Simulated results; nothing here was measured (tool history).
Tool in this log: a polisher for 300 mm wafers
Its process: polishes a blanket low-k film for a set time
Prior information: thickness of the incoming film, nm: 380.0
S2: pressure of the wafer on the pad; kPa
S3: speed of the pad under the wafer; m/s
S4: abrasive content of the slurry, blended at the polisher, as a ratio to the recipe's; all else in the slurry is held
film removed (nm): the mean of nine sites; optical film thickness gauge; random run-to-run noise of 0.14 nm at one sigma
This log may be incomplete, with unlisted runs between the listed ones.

Run 1, hour 0: flow of slurry (ml/min) 175, S2 9.7 kPa, S3 1.14 m/s, S4 1, polishing time (s) 29. Result: film removed (nm) 9.5486.
Run 2, hour 4.8: flow of slurry (ml/min) 180, S2 11 kPa, S3 1.14 m/s, S4 1, polishing time (s) 29. Result: film removed (nm) 10.723.
Run 3, hour 6.3: flow of slurry (ml/min) 180, S2 11.7 kPa, S3 1.14 m/s, S4 1, polishing time (s) 29. Result: film removed (nm) 11.328.
Run 4, hour 7.3: flow of slurry (ml/min) 180, S2 12.4 kPa, S3 1.14 m/s, S4 1, polishing time (s) 29. Result: film removed (nm) 12.26.
Run 5, hour 14.7: flow of slurry (ml/min) 180, S2 9.7 kPa, S3 1.14 m/s, S4 1, polishing time (s) 29. Result: film removed (nm) 9.4335.
Run 6, hour 23.2: flow of slurry (ml/min) 180, S2 9.7 kPa, S3 1.14 m/s, S4 1.1, polishing time (s) 29. Result: film removed (nm) 10.026.

Run 7 comes next. What will it give?
Run 7, hour 31.5: flow of slurry (ml/min) 180, S2 11 kPa, S3 1.14 m/s, S4 1.1, polishing time (s) 29. Result: film removed (nm) ?.

{"run 7": {"film removed (nm)": 11.296}}

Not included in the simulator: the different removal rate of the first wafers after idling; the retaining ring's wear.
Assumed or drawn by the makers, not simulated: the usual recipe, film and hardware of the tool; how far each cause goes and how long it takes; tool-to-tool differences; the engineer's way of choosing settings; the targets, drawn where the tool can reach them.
